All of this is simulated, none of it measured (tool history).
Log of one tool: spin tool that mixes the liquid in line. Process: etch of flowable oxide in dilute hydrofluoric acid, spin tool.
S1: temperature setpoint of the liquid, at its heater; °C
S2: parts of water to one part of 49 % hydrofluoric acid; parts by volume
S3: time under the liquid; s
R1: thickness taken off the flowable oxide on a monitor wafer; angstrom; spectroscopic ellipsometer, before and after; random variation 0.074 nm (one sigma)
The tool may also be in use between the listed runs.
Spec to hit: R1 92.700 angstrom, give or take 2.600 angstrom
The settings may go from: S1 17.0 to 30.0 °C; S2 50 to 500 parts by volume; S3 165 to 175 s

run	day	S1	S2	S3	R1
1	0.000	22.0	275	165	162.090
2	0.083	21.0	290	165	143.640
3	0.342	19.0	290	165	134.230
4	0.621	19.0	240	165	172.100
5	0.688	18.5	260	165	151.950
6	0.758	18.5	260	175	159.080
7	0.875	17.0	370	175	98.208
8	1.075	17.0	375	175	94.865

Exactly one of the 5 candidate moves below puts every result within its allowed miss. Which one?
A	1.275	17.0	365	165	?
B	1.275	19.0	375	165	?
C	1.275	17.0	365	175	?
D	1.275	19.0	365	165	?
E	1.275	17.0	360	175	?

move	R1
A	93.781
B	97.332
C	99.464
D	100.830
E	101.250
A: in spec on every target
B: moves away from the targets compared with the last run
C: moves away from the targets compared with the last run
D: moves away from the targets compared with the last run
E: moves away from the targets compared with the last run
The move that meets every target is A.
